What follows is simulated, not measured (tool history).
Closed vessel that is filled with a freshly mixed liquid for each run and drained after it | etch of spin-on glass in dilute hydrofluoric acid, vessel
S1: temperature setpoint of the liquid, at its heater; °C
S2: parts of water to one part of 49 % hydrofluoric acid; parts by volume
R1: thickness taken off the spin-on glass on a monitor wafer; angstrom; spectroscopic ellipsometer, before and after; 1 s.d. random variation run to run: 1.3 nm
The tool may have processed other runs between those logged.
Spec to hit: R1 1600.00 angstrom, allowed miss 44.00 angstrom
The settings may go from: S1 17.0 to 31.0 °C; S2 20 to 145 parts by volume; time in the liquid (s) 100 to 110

run 1 hour=0.0 | S1=23.0 S2=80 time_in_the_liquid_(s)=100 | R1=455.75
run 2 hour=5.7 | S1=26.5 S2=80 time_in_the_liquid_(s)=100 | R1=523.28
run 3 hour=7.5 | S1=26.5 S2=70 time_in_the_liquid_(s)=100 | R1=602.35
run 4 hour=11.7 | S1=27.5 S2=55 time_in_the_liquid_(s)=100 | R1=827.31
run 5 hour=14.2 | S1=28.5 S2=45 time_in_the_liquid_(s)=100 | R1=1047.30
run 6 hour=17.0 | S1=28.5 S2=45 time_in_the_liquid_(s)=110 | R1=1152.90
run 7 hour=20.4 | S1=28.5 S2=45 time_in_the_liquid_(s)=110 | R1=1172.60
run 8 hour=27.1 | S1=29.0 S2=40 time_in_the_liquid_(s)=110 | R1=1354.50
run 9 hour=32.1 | S1=29.5 S2=40 time_in_the_liquid_(s)=110 | R1=1372.80
run 10 hour=33.1 | S1=30.0 S2=40 time_in_the_liquid_(s)=110 | R1=1396.30
run 11 hour=41.3 | S1=30.5 S2=40 time_in_the_liquid_(s)=110 | R1=1405.50

Pick the move, out of 4, that brings all results within their allowed miss; only one does.
run A hour=49.5 | S1=31.0 S2=35 time_in_the_liquid_(s)=105 | R1=?
run B hour=49.5 | S1=29.5 S2=35 time_in_the_liquid_(s)=105 | R1=?
run C hour=49.5 | S1=31.0 S2=40 time_in_the_liquid_(s)=110 | R1=?
run D hour=49.5 | S1=28.5 S2=35 time_in_the_liquid_(s)=110 | R1=?

move=A R1=1593.90
move=B R1=1501.70
move=C R1=1449.40
move=D R1=1511.30
A: every result lands within tolerance
B: moves toward the targets from the last run without getting all of them in spec
C: moves toward the targets from the last run without getting all of them in spec
D: moves toward the targets from the last run without getting all of them in spec
Go with A: it meets all targets.

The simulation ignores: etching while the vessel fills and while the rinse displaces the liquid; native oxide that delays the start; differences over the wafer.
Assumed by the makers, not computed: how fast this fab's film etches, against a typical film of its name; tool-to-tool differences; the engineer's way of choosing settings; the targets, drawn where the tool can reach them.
